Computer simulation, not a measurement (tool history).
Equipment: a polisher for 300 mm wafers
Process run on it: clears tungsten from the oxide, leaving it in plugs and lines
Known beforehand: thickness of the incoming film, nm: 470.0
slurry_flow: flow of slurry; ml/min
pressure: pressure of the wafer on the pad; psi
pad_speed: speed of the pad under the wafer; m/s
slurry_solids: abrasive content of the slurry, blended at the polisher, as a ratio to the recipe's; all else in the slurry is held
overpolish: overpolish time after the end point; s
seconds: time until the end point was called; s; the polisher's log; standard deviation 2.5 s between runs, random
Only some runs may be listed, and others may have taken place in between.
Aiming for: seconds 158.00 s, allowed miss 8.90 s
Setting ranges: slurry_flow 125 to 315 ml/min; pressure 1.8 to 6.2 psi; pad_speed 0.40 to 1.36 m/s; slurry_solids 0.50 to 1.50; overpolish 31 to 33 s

run    day  slurry_flow  pressure  pad_speed  slurry_solids  overpolish  seconds
  1  0.000          205       4.0       0.88           1.00          31   119.65
  2  0.038          205       4.0       0.88           0.85          31   125.49
  3  0.100          205       4.0       0.88           0.85          31   129.21
  4  0.446          235       4.0       0.88           0.85          31   123.87
  5  0.821          235       4.0       0.88           1.00          31   121.35
  6  1.112          235       3.9       0.88           1.00          31   124.49
  7  1.221          235       3.8       0.88           1.00          31   124.54
  8  1.271          235       3.7       0.88           1.00          31   129.00
  9  1.588          235       3.6       0.88           1.00          31   131.45
 10  1.683          235       3.5       0.88           1.00          31   137.54
 11  1.812          235       3.5       0.88           1.00          31   134.56
 12  2.133          235       3.4       0.88           1.00          31   142.10

Which one of the following 4 next-run settings gets every result inside its allowed miss? There is exactly one.
  A  2.454          230       3.3       0.96           1.00          33        ?
  B  2.454          200       3.7       0.88           0.95          33        ?
  C  2.454          210       4.6       0.56           1.05          31        ?
  D  2.454          195       2.2       1.10           0.85          31        ?

move  seconds
   A   134.59
   B   135.00
   C   164.29
   D   179.59
A: lands further from the targets than the last run did
B: lands further from the targets than the last run did
C: each result inside its tolerance
D: carries the result that was furthest off beyond its target, to the other side
C meets every target.
